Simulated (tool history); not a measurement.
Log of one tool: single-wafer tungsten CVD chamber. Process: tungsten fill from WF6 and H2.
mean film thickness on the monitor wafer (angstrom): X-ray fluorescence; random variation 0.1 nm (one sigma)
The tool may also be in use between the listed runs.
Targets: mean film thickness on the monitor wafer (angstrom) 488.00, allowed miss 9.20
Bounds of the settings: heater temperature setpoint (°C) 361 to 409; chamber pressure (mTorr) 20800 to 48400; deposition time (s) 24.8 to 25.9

run	hour	heater temperature setpoint (°C)	chamber pressure (mTorr)	deposition time (s)	mean film thickness on the monitor wafer (angstrom)
1	0.0	385	34600	25.9	615.94
2	8.5	385	34600	24.8	590.66
3	13.3	382	34500	24.8	558.13
4	14.1	380	34400	24.8	538.79
5	21.3	380	34400	25.9	560.03
6	26.9	385	34400	25.9	615.45
7	34.7	385	34400	25.9	614.51
8	39.1	381	34300	25.9	572.53
9	40.9	378	34200	25.9	541.65
10	45.8	376	34100	25.9	524.00
11	47.0	375	34100	25.9	512.83
12	50.6	374	34100	25.9	502.13

4 next moves are on the table. One of them brings every result within its allowed miss. Which?
A	54.2	377	34100	25.9	?
B	54.2	373	34200	25.5	?
C	54.2	376	32700	25.9	?
D	54.2	379	30200	25.2	?

move	mean film thickness on the monitor wafer (angstrom)
A	532.94
B	488.42
C	515.53
D	514.69
A: further off than the last run
B: meets every target
C: further off than the last run
D: further off than the last run
Move B is the one to make.
